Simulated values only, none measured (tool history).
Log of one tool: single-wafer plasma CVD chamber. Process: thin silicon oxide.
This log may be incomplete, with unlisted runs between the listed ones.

| run | hour | heater temperature setpoint (°C) | chamber pressure (Torr) | RF power (kW) | deposition time (s) | mean film thickness on the monitor wafer (Å) |
|---|---|---|---|---|---|---|
| 1 | 0 | 410 | 0.956 | 0.235 | 6.99 | 123.93 |
| 2 | 4.1 | 410 | 1.097 | 0.235 | 6.99 | 138.78 |
| 3 | 8.1 | 410 | 1.04 | 0.235 | 6.99 | 133.7 |
| 4 | 15.3 | 410 | 0.936 | 0.235 | 6.99 | 122.4 |
| 5 | 17.3 | 410 | 0.879 | 0.235 | 6.98 | 115.34 |
| 6 | 20 | 410 | 0.879 | 0.235 | 6.99 | 115.4 |
| 7 | 22.3 | 410 | 0.847 | 0.235 | 6.99 | 110.96 |
|  | 24.9 | capacitance manometer re-zeroed and calibrated |
| 8 | 24.9 | 410 | 0.83 | 0.235 | 6.99 | 117.37 |

What does the tool deliver on the next run?
| 9 | 32.6 | 410 | 0.773 | 0.23 | 6.98 | ? |

mean film thickness on the monitor wafer (Å): 109.03

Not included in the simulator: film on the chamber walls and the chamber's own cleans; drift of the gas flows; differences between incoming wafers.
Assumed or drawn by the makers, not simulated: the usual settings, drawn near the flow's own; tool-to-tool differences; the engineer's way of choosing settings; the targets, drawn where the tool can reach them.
